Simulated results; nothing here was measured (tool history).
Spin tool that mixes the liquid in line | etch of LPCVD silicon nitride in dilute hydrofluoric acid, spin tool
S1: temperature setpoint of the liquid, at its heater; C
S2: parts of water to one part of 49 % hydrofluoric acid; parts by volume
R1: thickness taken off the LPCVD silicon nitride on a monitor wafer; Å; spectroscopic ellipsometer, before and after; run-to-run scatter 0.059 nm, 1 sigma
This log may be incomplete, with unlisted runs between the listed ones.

{"run": 1, "hour": 0.0, "S1": 23.0, "S2": 50, "time under the liquid (s)": 315, "R1": 30.403}
{"run": 2, "hour": 7.9, "S1": 24.0, "S2": 50, "time under the liquid (s)": 315, "R1": 31.906}
{"run": 3, "hour": 15.4, "S1": 21.5, "S2": 50, "time under the liquid (s)": 315, "R1": 26.981}
{"run": 4, "hour": 19.3, "S1": 21.5, "S2": 60, "time under the liquid (s)": 315, "R1": 22.63}
{"run": 5, "hour": 21.4, "S1": 23.0, "S2": 60, "time under the liquid (s)": 315, "R1": 25.115}
{"run": 6, "hour": 29.0, "S1": 24.5, "S2": 60, "time under the liquid (s)": 315, "R1": 27.822}
{"run": 7, "hour": 35.4, "S1": 26.0, "S2": 60, "time under the liquid (s)": 315, "R1": 30.805}
{"run": 8, "hour": 44.3, "S1": 27.0, "S2": 60, "time under the liquid (s)": 315, "R1": 32.605}

Run 9, settings as shown, results not yet in. Your forecast:
{"run": 9, "hour": 51.0, "S1": 28.0, "S2": 60, "time under the liquid (s)": 315, "R1": "?"}

R1: 34.710 Å
